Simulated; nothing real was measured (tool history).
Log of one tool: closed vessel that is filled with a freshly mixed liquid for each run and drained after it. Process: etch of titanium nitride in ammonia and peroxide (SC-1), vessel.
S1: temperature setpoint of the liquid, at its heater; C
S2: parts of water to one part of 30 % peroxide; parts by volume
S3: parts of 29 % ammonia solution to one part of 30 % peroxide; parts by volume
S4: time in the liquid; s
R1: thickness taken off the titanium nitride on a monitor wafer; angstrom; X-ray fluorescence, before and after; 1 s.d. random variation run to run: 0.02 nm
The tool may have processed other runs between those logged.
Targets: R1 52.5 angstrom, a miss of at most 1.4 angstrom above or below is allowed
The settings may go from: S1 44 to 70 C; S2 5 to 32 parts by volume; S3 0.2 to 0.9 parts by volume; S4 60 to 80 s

run  hour    S1    S2    S3  S4      R1
  1     0    60  17.5   0.5  80  110.06
  2   4.3  66.5  17.5   0.5  80  168.59
  3  12.7  61.5  17.5   0.5  80  120.97
  4    19  61.5  17.5   0.4  80  117.56
  5  28.2    58  17.5   0.4  80  92.782
  6  36.4    58  17.5  0.55  80   98.92
  7  43.6    55  17.5  0.55  80  80.393
  8    45    53  17.5  0.55  80  70.273
  9  46.5    48  17.5  0.55  80  49.652

Consider the 5 candidate settings below. Which is the only one whose results all fall within their allowed miss of target?
  A    48  49.5  17.5   0.6  80   ?
  B    48  51.5    19  0.55  65   ?
  C    48    52    16   0.4  65   ?
  D    48    49    21  0.65  80   ?
  E    48    49  18.5   0.4  80   ?

move      R1
   A  56.011
   B  49.182
   C   52.78
   D  49.614
   E  48.659
A: moves the result that the last run missed by most past its target, out the other side
B: its largest miss is bigger than the last run's
C: all results land within tolerance of their targets
D: neither nearer nor further off than the last run
E: its largest miss is bigger than the last run's
C meets every target.

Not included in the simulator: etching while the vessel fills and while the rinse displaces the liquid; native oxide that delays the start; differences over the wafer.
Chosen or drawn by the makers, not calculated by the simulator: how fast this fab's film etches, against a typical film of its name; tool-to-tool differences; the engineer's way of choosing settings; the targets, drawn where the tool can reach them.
